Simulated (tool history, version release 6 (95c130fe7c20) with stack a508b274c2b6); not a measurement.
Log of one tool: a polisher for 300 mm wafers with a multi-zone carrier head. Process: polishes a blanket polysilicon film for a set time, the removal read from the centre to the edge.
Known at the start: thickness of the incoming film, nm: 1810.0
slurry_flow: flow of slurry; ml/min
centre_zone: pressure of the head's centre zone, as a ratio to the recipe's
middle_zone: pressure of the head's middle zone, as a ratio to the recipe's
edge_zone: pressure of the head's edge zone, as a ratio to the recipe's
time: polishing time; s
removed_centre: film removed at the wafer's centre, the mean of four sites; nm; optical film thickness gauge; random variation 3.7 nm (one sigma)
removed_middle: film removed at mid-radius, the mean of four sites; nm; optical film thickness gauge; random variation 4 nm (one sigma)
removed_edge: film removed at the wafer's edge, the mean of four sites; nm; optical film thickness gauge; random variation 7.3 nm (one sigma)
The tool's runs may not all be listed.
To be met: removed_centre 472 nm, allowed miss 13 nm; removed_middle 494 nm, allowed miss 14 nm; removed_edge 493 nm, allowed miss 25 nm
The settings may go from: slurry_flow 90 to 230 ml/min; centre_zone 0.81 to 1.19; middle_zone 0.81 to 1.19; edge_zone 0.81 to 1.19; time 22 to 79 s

Run 1, hour 0: slurry_flow 150 ml/min, centre_zone 1, middle_zone 1, edge_zone 1, time 50 s. Result: removed_centre 429.71 nm, removed_middle 426.07 nm, removed_edge 434.77 nm.
Run 2, hour 7.1: slurry_flow 150 ml/min, centre_zone 1.09, middle_zone 1, edge_zone 1, time 50 s. Result: removed_centre 461.99 nm, removed_middle 429.36 nm, removed_edge 433.89 nm.
Run 3, hour 14.8: slurry_flow 150 ml/min, centre_zone 1.09, middle_zone 0.96, edge_zone 1, time 50 s. Result: removed_centre 462.74 nm, removed_middle 410.68 nm, removed_edge 447.15 nm.
Run 4, hour 19: slurry_flow 150 ml/min, centre_zone 1.09, middle_zone 1.04, edge_zone 1, time 50 s. Result: removed_centre 455.91 nm, removed_middle 438.82 nm, removed_edge 439.56 nm.
Run 5, hour 23.3: slurry_flow 150 ml/min, centre_zone 1.09, middle_zone 1.09, edge_zone 1, time 50 s. Result: removed_centre 463.66 nm, removed_middle 465.04 nm, removed_edge 438.97 nm.
Run 6, hour 24: slurry_flow 150 ml/min, centre_zone 1.09, middle_zone 1.09, edge_zone 1.02, time 50 s. Result: removed_centre 460.29 nm, removed_middle 455.13 nm, removed_edge 442.65 nm.
Run 7, hour 27.7: slurry_flow 155 ml/min, centre_zone 1.08, middle_zone 1.1, edge_zone 1.03, time 50 s. Result: removed_centre 459.95 nm, removed_middle 462.29 nm, removed_edge 442.83 nm.
Run 8, hour 31.5: slurry_flow 155 ml/min, centre_zone 1.07, middle_zone 1.1, edge_zone 1.04, time 50 s. Result: removed_centre 465.03 nm, removed_middle 469.84 nm, removed_edge 448.16 nm.
Run 9, hour 37.1: slurry_flow 170 ml/min, centre_zone 1.02, middle_zone 1.1, edge_zone 1.14, time 50 s. Result: removed_centre 448.8 nm, removed_middle 464.73 nm, removed_edge 463.69 nm.
Run 10, hour 37.7: slurry_flow 175 ml/min, centre_zone 1.02, middle_zone 1.1, edge_zone 1.15, time 50 s. Result: removed_centre 450.82 nm, removed_middle 469.14 nm, removed_edge 480.45 nm.
Run 11, hour 40.5: slurry_flow 180 ml/min, centre_zone 1.02, middle_zone 1.1, edge_zone 1.15, time 50 s. Result: removed_centre 450.5 nm, removed_middle 467.61 nm, removed_edge 487.89 nm.
Run 12, hour 47.8: slurry_flow 180 ml/min, centre_zone 1.02, middle_zone 1.1, edge_zone 1.15, time 50 s. Result: removed_centre 443.25 nm, removed_middle 473.48 nm, removed_edge 475.5 nm.
Run 13, hour 52.4: slurry_flow 180 ml/min, centre_zone 1.03, middle_zone 1.1, edge_zone 1.15, time 50 s. Result: removed_centre 448.83 nm, removed_middle 475.33 nm, removed_edge 479.35 nm.
Run 14, hour 55.3: slurry_flow 180 ml/min, centre_zone 1.04, middle_zone 1.1, edge_zone 1.15, time 50 s. Result: removed_centre 458.38 nm, removed_middle 475.39 nm, removed_edge 474.41 nm.
Run 15, hour 61.6: slurry_flow 190 ml/min, centre_zone 1.04, middle_zone 1.1, edge_zone 1.17, time 50 s. Result: removed_centre 459.62 nm, removed_middle 477.01 nm, removed_edge 499.1 nm.
Run 16, hour 69.9: slurry_flow 190 ml/min, centre_zone 1.04, middle_zone 1.11, edge_zone 1.17, time 50 s. Result: removed_centre 465.64 nm, removed_middle 481.9 nm, removed_edge 478.56 nm.

Which of these 4 next moves meets every target?
Run A, hour 78.2: slurry_flow 210 ml/min, centre_zone 1.13, middle_zone 1.11, edge_zone 1.09, time 48 s. Result: removed_centre ?, removed_middle ?, removed_edge ?.
Run B, hour 78.2: slurry_flow 205 ml/min, centre_zone 1.11, middle_zone 1.15, edge_zone 1.07, time 47 s. Result: removed_centre ?, removed_middle ?, removed_edge ?.
Run C, hour 78.2: slurry_flow 155 ml/min, centre_zone 1, middle_zone 1.02, edge_zone 1.12, time 54 s. Result: removed_centre ?, removed_middle ?, removed_edge ?.
Run D, hour 78.2: slurry_flow 195 ml/min, centre_zone 1.02, middle_zone 1.09, edge_zone 1.13, time 52 s. Result: removed_centre ?, removed_middle ?, removed_edge ?.

move  removed_centre  removed_middle  removed_edge
   A           493.2          464.86        449.65
   B          473.26          466.51        435.09
   C          470.76          470.35        497.88
   D          479.37          492.15        492.67
A: further off than the last run
B: further off than the last run
C: further off than the last run
D: meets every target
The right move is D.
